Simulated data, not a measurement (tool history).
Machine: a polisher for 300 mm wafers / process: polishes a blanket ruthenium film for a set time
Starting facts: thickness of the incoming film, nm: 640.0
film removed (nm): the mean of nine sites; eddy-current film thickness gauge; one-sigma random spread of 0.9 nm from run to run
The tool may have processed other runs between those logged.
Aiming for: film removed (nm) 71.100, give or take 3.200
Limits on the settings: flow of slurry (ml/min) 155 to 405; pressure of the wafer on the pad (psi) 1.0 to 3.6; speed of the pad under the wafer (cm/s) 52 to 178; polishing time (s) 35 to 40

| run | hour | flow of slurry (ml/min) | pressure of the wafer on the pad (psi) | speed of the pad under the wafer (cm/s) | polishing time (s) | film removed (nm) |
|---|---|---|---|---|---|---|
| 1 | 0.0 | 260 | 2.3 | 114 | 40 | 54.062 |
| 2 | 7.4 | 260 | 2.5 | 114 | 40 | 58.343 |
| 3 | 10.6 | 260 | 2.6 | 114 | 40 | 60.737 |
| 4 | 15.6 | 260 | 2.7 | 114 | 40 | 63.563 |
| 5 | 21.4 | 315 | 2.7 | 114 | 40 | 64.454 |
| 6 | 23.3 | 315 | 2.7 | 100 | 40 | 57.174 |
| 7 | 26.1 | 315 | 2.8 | 100 | 40 | 58.482 |
| 8 | 26.7 | 315 | 2.9 | 100 | 40 | 61.874 |
|  | 34.6 | slurry nozzle cleaned |
| 9 | 34.6 | 315 | 3.0 | 100 | 40 | 64.253 |
| 10 | 42.8 | 315 | 3.1 | 100 | 40 | 65.459 |

Exactly one of the 4 candidate moves below puts every result within its allowed miss. Which one?
| A | 51.0 | 340 | 3.1 | 106 | 40 | ? |
| B | 51.0 | 290 | 3.3 | 110 | 40 | ? |
| C | 51.0 | 320 | 2.8 | 106 | 38 | ? |
| D | 51.0 | 295 | 2.7 | 104 | 40 | ? |

| move | film removed (nm) |
|---|---|
| A | 69.557 |
| B | 75.872 |
| C | 59.602 |
| D | 59.138 |
A: each result inside its tolerance
B: pushes the last run's worst result past its target
C: further off than the last run
D: further off than the last run
Correct choice: A, which meets every target

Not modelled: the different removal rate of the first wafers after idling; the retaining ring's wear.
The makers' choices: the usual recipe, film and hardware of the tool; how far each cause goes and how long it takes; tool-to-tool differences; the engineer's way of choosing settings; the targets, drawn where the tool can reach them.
